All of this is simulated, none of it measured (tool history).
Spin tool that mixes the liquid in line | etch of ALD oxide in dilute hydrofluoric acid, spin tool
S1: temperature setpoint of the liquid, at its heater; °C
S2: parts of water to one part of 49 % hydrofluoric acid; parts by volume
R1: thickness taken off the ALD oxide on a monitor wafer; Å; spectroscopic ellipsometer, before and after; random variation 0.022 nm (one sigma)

Run 1, hour 0.0: S1 24.0 °C, S2 190 parts by volume, time under the liquid (s) 135. Result: R1 82.279 Å.
Run 2, hour 3.4: S1 25.0 °C, S2 190 parts by volume, time under the liquid (s) 135. Result: R1 85.917 Å.
Run 3, hour 7.9: S1 25.0 °C, S2 190 parts by volume, time under the liquid (s) 135. Result: R1 86.081 Å.
Run 4, hour 10.1: S1 27.5 °C, S2 190 parts by volume, time under the liquid (s) 135. Result: R1 92.708 Å.
Run 5, hour 11.5: S1 27.5 °C, S2 240 parts by volume, time under the liquid (s) 135. Result: R1 69.946 Å.
Run 6, hour 12.8: S1 27.5 °C, S2 305 parts by volume, time under the liquid (s) 135. Result: R1 51.560 Å.
Run 7, hour 20.4: S1 26.5 °C, S2 305 parts by volume, time under the liquid (s) 135. Result: R1 49.589 Å.

Forecast run 8:
Run 8, hour 27.3: S1 26.0 °C, S2 305 parts by volume, time under the liquid (s) 135. Result: R1 ?.

Run 8 gave R1 49.313 Å.
